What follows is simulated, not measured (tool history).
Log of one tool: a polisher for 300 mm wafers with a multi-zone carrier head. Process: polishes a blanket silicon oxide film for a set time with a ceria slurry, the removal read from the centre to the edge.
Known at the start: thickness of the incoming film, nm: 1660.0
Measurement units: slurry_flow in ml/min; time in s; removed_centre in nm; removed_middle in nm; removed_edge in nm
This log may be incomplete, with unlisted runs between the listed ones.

| run | hour | slurry_flow | centre_zone | middle_zone | edge_zone | time | removed_centre | removed_middle | removed_edge |
|---|---|---|---|---|---|---|---|---|---|
| 1 | 0 | 175 | 1 | 1 | 1 | 40 | 163.49 | 167.93 | 171.61 |
| 2 | 5.7 | 180 | 0.97 | 1.04 | 1.04 | 43 | 173.55 | 186.17 | 185.17 |
| 3 | 6.7 | 180 | 0.97 | 1.04 | 1.04 | 51 | 205.61 | 222.66 | 221.36 |
| 4 | 11.1 | 180 | 0.9 | 1.04 | 1.04 | 51 | 193.4 | 223.54 | 213.08 |
| 5 | 15.7 | 175 | 0.88 | 1.06 | 1.08 | 52 | 194.21 | 231.1 | 226.55 |
| 6 | 23.1 | 140 | 0.88 | 1.06 | 1.08 | 52 | 186.81 | 222.34 | 222.03 |

Predict the results of run 7:
| 7 | 24.1 | 145 | 0.88 | 1.08 | 1.09 | 52 | ? | ? | ? |

{"run 7": {"removed_centre": 186.11, "removed_middle": 229.67, "removed_edge": 230.6}}

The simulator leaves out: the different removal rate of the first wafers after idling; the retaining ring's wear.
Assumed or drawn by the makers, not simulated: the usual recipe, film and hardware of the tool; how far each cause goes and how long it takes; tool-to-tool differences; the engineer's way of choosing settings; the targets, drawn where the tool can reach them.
